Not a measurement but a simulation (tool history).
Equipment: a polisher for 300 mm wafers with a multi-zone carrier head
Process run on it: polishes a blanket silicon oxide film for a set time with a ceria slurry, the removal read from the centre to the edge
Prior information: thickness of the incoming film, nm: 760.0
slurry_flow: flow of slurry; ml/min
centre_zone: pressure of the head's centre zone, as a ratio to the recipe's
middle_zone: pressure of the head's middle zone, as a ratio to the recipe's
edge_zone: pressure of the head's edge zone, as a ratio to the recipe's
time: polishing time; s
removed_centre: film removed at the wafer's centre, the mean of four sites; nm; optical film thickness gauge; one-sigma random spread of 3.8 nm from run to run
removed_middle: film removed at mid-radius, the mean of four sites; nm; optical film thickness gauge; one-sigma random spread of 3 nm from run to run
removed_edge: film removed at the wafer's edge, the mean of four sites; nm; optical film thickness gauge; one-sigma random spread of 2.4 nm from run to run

run 1 day=0.000 | slurry_flow=260 centre_zone=1.00 middle_zone=1.00 edge_zone=1.00 time=56 | removed_centre=266.96 removed_middle=262.06 removed_edge=281.38
run 2 day=0.271 | slurry_flow=265 centre_zone=1.00 middle_zone=0.99 edge_zone=1.05 time=57 | removed_centre=267.38 removed_middle=267.42 removed_edge=289.04
run 3 day=0.458 | slurry_flow=265 centre_zone=0.99 middle_zone=0.95 edge_zone=1.08 time=59 | removed_centre=277.74 removed_middle=265.69 removed_edge=301.97
run 4 day=0.538 | slurry_flow=320 centre_zone=0.99 middle_zone=0.95 edge_zone=1.08 time=59 | removed_centre=288.89 removed_middle=275.99 removed_edge=307.69
run 5 day=0.817 | slurry_flow=380 centre_zone=0.99 middle_zone=0.95 edge_zone=1.08 time=59 | removed_centre=295.94 removed_middle=277.13 removed_edge=315.65
run 6 day=0.962 | slurry_flow=380 centre_zone=0.99 middle_zone=1.01 edge_zone=1.08 time=59 | removed_centre=294.62 removed_middle=289.05 removed_edge=318.59
run 7 day=1.196 | slurry_flow=380 centre_zone=0.97 middle_zone=0.98 edge_zone=1.11 time=59 | removed_centre=285.39 removed_middle=286.27 removed_edge=317.07
-- day=1.233 slurry nozzle cleaned
run 8 day=1.233 | slurry_flow=380 centre_zone=0.96 middle_zone=0.94 edge_zone=1.13 time=59 | removed_centre=293.97 removed_middle=287.89 removed_edge=332.52

Run 9 has not been measured yet. What should we expect?
run 9 day=1.562 | slurry_flow=340 centre_zone=0.92 middle_zone=0.85 edge_zone=1.11 time=57 | removed_centre=? removed_middle=? removed_edge=?

removed_centre: 265.33 nm
removed_middle: 248.87 nm
removed_edge: 317.48 nm
